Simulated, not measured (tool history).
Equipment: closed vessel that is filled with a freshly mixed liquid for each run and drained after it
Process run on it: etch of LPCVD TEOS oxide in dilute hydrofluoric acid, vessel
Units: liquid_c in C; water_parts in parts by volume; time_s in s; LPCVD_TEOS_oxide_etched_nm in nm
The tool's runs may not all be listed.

run	hour	liquid_c	water_parts	time_s	LPCVD_TEOS_oxide_etched_nm
1	0	22	265	170	13.399
2	1.2	22	300	170	11.491
3	2.6	22	300	170	11.7
4	6.8	22	300	180	12.251
5	14.7	23	295	180	13.014
6	23.4	24	290	180	13.469
7	32.6	24.5	280	180	14.441
8	37.9	25	275	180	15.165

Expected results for the next run?
9	44.8	25.5	275	180	?

LPCVD_TEOS_oxide_etched_nm: 15.407 nm

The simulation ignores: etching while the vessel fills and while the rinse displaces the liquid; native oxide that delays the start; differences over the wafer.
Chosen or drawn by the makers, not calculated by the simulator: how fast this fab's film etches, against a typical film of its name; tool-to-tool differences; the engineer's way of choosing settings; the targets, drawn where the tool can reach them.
